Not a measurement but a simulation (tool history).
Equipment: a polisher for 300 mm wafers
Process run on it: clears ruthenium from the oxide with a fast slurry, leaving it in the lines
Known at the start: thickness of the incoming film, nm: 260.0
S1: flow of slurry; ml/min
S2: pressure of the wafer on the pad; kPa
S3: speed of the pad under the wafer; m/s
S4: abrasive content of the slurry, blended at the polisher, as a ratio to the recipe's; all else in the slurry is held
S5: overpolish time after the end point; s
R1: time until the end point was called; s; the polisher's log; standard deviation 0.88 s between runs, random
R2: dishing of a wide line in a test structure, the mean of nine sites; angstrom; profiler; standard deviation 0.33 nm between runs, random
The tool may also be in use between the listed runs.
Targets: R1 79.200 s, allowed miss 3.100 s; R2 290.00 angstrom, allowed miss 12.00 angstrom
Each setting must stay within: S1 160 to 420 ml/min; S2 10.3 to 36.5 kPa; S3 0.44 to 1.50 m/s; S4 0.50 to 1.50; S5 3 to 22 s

Run 1, day 0.000: S1 270 ml/min, S2 23.4 kPa, S3 0.96 m/s, S4 1.00, S5 11 s. Result: R1 62.639 s, R2 404.03 angstrom.
Run 2, day 0.029: S1 270 ml/min, S2 23.4 kPa, S3 0.96 m/s, S4 0.90, S5 11 s. Result: R1 63.505 s, R2 390.52 angstrom.
Run 3, day 0.246: S1 270 ml/min, S2 23.4 kPa, S3 0.96 m/s, S4 1.10, S5 11 s. Result: R1 57.955 s, R2 406.84 angstrom.
Run 4, day 0.454: S1 270 ml/min, S2 23.4 kPa, S3 0.96 m/s, S4 0.90, S5 11 s. Result: R1 64.460 s, R2 380.10 angstrom.
Run 5, day 0.717: S1 270 ml/min, S2 23.4 kPa, S3 1.12 m/s, S4 0.90, S5 11 s. Result: R1 54.564 s, R2 441.10 angstrom.
Run 6, day 0.892: S1 270 ml/min, S2 23.4 kPa, S3 1.26 m/s, S4 0.90, S5 11 s. Result: R1 49.554 s, R2 487.67 angstrom.
Run 7, day 1.038: S1 270 ml/min, S2 22.1 kPa, S3 1.26 m/s, S4 0.90, S5 11 s. Result: R1 50.977 s, R2 461.54 angstrom.
Run 8, day 1.204: S1 270 ml/min, S2 20.7 kPa, S3 1.26 m/s, S4 0.90, S5 11 s. Result: R1 55.349 s, R2 432.69 angstrom.
Run 9, day 1.567: S1 270 ml/min, S2 20.0 kPa, S3 1.26 m/s, S4 0.90, S5 11 s. Result: R1 57.549 s, R2 421.75 angstrom.
Run 10, day 1.742: S1 270 ml/min, S2 19.3 kPa, S3 1.26 m/s, S4 0.90, S5 11 s. Result: R1 59.539 s, R2 412.75 angstrom.
Run 11, day 2.000: S1 270 ml/min, S2 18.6 kPa, S3 1.26 m/s, S4 0.90, S5 11 s. Result: R1 61.762 s, R2 411.35 angstrom.
Run 12, day 2.158: S1 270 ml/min, S2 17.9 kPa, S3 1.26 m/s, S4 0.90, S5 11 s. Result: R1 63.928 s, R2 385.81 angstrom.
Run 13, day 2.521: S1 270 ml/min, S2 17.2 kPa, S3 1.26 m/s, S4 0.90, S5 11 s. Result: R1 66.686 s, R2 380.92 angstrom.
Run 14, day 2.625: S1 270 ml/min, S2 16.5 kPa, S3 1.26 m/s, S4 0.90, S5 11 s. Result: R1 67.574 s, R2 364.36 angstrom.
Run 15, day 2.762: S1 270 ml/min, S2 15.9 kPa, S3 1.26 m/s, S4 0.90, S5 11 s. Result: R1 70.868 s, R2 347.45 angstrom.

4 next moves are on the table. One of them brings every result within its allowed miss. Which?
Run A, day 2.900: S1 235 ml/min, S2 15.2 kPa, S3 1.22 m/s, S4 0.90, S5 10 s. Result: R1 ?, R2 ?.
Run B, day 2.900: S1 285 ml/min, S2 17.2 kPa, S3 1.16 m/s, S4 0.90, S5 10 s. Result: R1 ?, R2 ?.
Run C, day 2.900: S1 200 ml/min, S2 14.5 kPa, S3 1.36 m/s, S4 0.95, S5 13 s. Result: R1 ?, R2 ?.
Run D, day 2.900: S1 345 ml/min, S2 13.1 kPa, S3 1.50 m/s, S4 0.90, S5 9 s. Result: R1 ?, R2 ?.

move      R1      R2
   A  77.421  291.68
   B  70.383  318.44
   C  73.007  390.89
   D  69.877  290.91
A: every result within its allowed miss
B: closer than the last run, but not yet in spec
C: lands further from the targets than the last run did
D: brings the last run's worst result on target, with another outside its allowed miss
Go with A: it meets all targets.
